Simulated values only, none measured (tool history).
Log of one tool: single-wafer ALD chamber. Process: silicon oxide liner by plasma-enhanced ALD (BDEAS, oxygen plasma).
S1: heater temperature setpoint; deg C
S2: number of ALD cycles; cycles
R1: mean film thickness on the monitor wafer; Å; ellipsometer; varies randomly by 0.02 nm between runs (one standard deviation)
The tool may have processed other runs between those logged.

run  hour   S1  S2      R1
  1     0  320  79  72.575
  2   3.4  316  79  72.683
  3     7  316  80  73.755
  4    14  316  70  64.475
  5  19.2  316  73  67.483
  6  25.4  315  75   69.24

Predict the results of run 7:
  7  26.2  314  77   ?

R1: 71.316 Å
